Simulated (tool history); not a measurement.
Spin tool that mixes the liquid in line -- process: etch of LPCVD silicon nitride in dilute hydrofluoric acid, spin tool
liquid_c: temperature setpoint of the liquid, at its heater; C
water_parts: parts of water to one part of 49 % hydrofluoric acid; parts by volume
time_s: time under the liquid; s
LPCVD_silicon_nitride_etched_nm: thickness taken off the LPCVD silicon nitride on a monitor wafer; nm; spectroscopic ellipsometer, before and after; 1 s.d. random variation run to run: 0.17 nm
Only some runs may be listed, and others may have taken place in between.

run	hour	liquid_c	water_parts	time_s	LPCVD_silicon_nitride_etched_nm
1	0	25	50	265	2.8009
2	2.5	26	45	270	3.3345
3	8.2	26	30	270	4.8883
4	14.6	27	30	270	5.3654
5	18.7	28	30	270	5.6569
6	24.3	28.5	30	270	5.8307
7	29.7	29	30	270	6.0058
8	34.9	29	30	270	6.0662
9	38.1	29.5	30	270	5.9859
10	43.5	29.5	30	270	5.9325
11	46.3	30	30	270	6.3808

Forecast run 12:
12	51.2	30.5	30	270	?

Run 12 came out at LPCVD_silicon_nitride_etched_nm 6.633 nm.
